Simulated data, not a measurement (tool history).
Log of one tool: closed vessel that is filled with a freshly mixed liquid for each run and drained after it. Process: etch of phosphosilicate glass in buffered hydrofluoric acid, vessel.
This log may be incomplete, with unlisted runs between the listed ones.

run    day  temperature setpoint of the liquid (°C)  parts of 40 % ammonium fluoride to one part of 49 % hydrofluoric acid (parts by volume)  time in the liquid (s)  thickness taken off the phosphosilicate glass on a monitor wafer (nm)
  1      0                                       23                                                                                       17                      35                                                                 98.591
  2  0.092                                       23                                                                                       13                      35                                                                 127.84
  3  0.354                                     23.5                                                                                       13                      35                                                                 132.57
  4  0.438                                       24                                                                                       13                      35                                                                 136.54
  5  0.771                                     27.5                                                                                       13                      35                                                                 163.22
  6  0.938                                     27.5                                                                                        8                      35                                                                 257.99
  7  1.129                                     25.5                                                                                        8                      35                                                                 231.16
  8  1.462                                     21.5                                                                                        8                      35                                                                 186.26

What does the tool deliver on the next run?
  9  1.542                                     20.5                                                                                        8                      35                                                                      ?

{"run 9": {"thickness taken off the phosphosilicate glass on a monitor wafer (nm)": 177.81}}

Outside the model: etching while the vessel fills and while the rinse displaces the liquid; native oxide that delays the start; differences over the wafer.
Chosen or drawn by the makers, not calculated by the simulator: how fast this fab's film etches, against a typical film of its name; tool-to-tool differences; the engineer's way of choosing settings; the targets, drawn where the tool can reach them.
